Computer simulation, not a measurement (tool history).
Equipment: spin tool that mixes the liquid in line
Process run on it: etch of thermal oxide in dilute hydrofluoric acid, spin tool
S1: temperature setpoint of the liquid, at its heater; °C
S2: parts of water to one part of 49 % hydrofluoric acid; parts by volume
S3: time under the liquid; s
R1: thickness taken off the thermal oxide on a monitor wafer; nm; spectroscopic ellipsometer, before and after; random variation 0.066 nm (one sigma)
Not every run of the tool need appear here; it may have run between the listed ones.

run 1 hour=0.0 | S1=25.0 S2=165 S3=275 | R1=7.6400
run 2 hour=2.3 | S1=28.0 S2=165 S3=275 | R1=8.5859
run 3 hour=3.6 | S1=29.5 S2=160 S3=275 | R1=9.2616
run 4 hour=9.0 | S1=26.5 S2=160 S3=275 | R1=8.3615
run 5 hour=10.5 | S1=29.5 S2=160 S3=275 | R1=9.2891
run 6 hour=18.7 | S1=26.0 S2=160 S3=275 | R1=8.1526
run 7 hour=21.3 | S1=28.0 S2=155 S3=275 | R1=9.0626
run 8 hour=23.0 | S1=29.5 S2=150 S3=275 | R1=10.0110
run 9 hour=26.2 | S1=30.5 S2=145 S3=275 | R1=10.8230
run 10 hour=26.9 | S1=31.0 S2=145 S3=275 | R1=11.0750
run 11 hour=31.7 | S1=31.5 S2=145 S3=275 | R1=11.2400
run 12 hour=32.8 | S1=32.0 S2=145 S3=275 | R1=11.3630
run 13 hour=40.8 | S1=32.5 S2=145 S3=275 | R1=11.5740

Predict the results of run 14:
run 14 hour=41.5 | S1=32.5 S2=145 S3=275 | R1=?

R1: 11.6050 nm
